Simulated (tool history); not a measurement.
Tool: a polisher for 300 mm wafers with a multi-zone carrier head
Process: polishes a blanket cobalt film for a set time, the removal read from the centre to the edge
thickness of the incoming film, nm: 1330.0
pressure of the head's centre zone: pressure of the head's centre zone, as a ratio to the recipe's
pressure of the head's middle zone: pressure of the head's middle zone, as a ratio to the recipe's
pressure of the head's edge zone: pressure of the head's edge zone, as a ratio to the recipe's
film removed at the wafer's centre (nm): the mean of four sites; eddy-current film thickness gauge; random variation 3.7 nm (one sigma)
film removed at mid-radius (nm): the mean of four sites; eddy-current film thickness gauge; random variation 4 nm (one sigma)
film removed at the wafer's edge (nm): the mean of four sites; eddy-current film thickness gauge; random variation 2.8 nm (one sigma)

run  hour  flow of slurry (ml/min)  pressure of the head's centre zone  pressure of the head's middle zone  pressure of the head's edge zone  polishing time (s)  film removed at the wafer's centre (nm)  film removed at mid-radius (nm)  film removed at the wafer's edge (nm)
  1   0.0                      275                                1.00                                1.00                              1.00                  79                                   516.82                           538.78                                 503.31
  2   5.1                      275                                0.98                                1.00                              0.95                  72                                   461.89                           492.53                                 450.99
  3   9.2                      270                                0.97                                1.00                              0.91                  67                                   425.98                           451.91                                 417.07
  4  17.5                      270                                0.97                                1.02                              0.88                  63                                   405.55                           436.36                                 380.32
  5  20.8                      270                                0.97                                1.02                              0.88                  82                                   520.80                           555.20                                 495.86
  6  25.6                      270                                0.97                                1.02                              0.88                  98                                   632.36                           666.02                                 601.18
  7  31.5                      270                                0.96                                1.02                              0.86                  84                                   526.66                           577.15                                 510.20
  8  38.4                      260                                0.96                                1.02                              0.85                  75                                   480.80                           514.58                                 440.20
  9  42.4                      250                                0.93                                1.00                              0.84                  70                                   417.97                           469.53                                 416.42
 10  50.0                      245                                0.93                                1.00                              0.83                  66                                   398.41                           438.82                                 385.05
 11  54.6                      230                                0.93                                1.00                              0.82                  65                                   395.18                           435.65                                 373.07
 12  57.4                      215                                0.92                                0.99                              0.82                  64                                   377.90                           423.63                                 365.26
 13  63.6                      205                                0.92                                0.98                              0.82                  64                                   371.54                           411.08                                 367.92
 14  68.2                      200                                0.92                                0.99                              0.82                  64                                   376.29                           411.95                                 363.55

Forecast run 15:
 15  74.1                      195                                0.92                                0.99                              0.82                  64                                        ?                                ?                                      ?

Run 15 gave film removed at the wafer's centre (nm) 373.35, film removed at mid-radius (nm) 419.52, film removed at the wafer's edge (nm) 365.13.

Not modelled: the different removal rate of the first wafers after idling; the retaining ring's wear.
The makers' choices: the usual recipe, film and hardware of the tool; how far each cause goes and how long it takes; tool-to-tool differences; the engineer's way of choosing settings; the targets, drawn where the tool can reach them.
